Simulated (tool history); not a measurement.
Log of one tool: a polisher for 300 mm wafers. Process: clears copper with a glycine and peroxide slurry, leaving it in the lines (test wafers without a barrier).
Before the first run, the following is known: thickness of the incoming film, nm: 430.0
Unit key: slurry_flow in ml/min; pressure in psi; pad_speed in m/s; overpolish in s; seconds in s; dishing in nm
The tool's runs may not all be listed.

run 1 day=0 | slurry_flow=265 pressure=2.4 pad_speed=0.8 overpolish=11 | seconds=85.727 dishing=36.48
run 2 day=0.104 | slurry_flow=265 pressure=2.5 pad_speed=0.8 overpolish=12 | seconds=83.759 dishing=40.275
run 3 day=0.242 | slurry_flow=215 pressure=2.5 pad_speed=0.8 overpolish=12 | seconds=82.757 dishing=40.209
run 4 day=0.604 | slurry_flow=265 pressure=2.5 pad_speed=0.8 overpolish=12 | seconds=81.378 dishing=41.004
run 5 day=0.879 | slurry_flow=265 pressure=2.5 pad_speed=0.8 overpolish=16 | seconds=81.905 dishing=51.035
run 6 day=1.2 | slurry_flow=265 pressure=2.6 pad_speed=0.8 overpolish=16 | seconds=77.416 dishing=52.069
run 7 day=1.358 | slurry_flow=265 pressure=2.7 pad_speed=0.8 overpolish=16 | seconds=76.393 dishing=52.459
run 8 day=1.571 | slurry_flow=265 pressure=2.8 pad_speed=0.8 overpolish=16 | seconds=75.168 dishing=54.52

Run 9 comes next. What will it give?
run 9 day=1.712 | slurry_flow=265 pressure=2.9 pad_speed=0.8 overpolish=16 | seconds=? dishing=?

Run 9 measured seconds 72.12 s, dishing 57.018 nm.
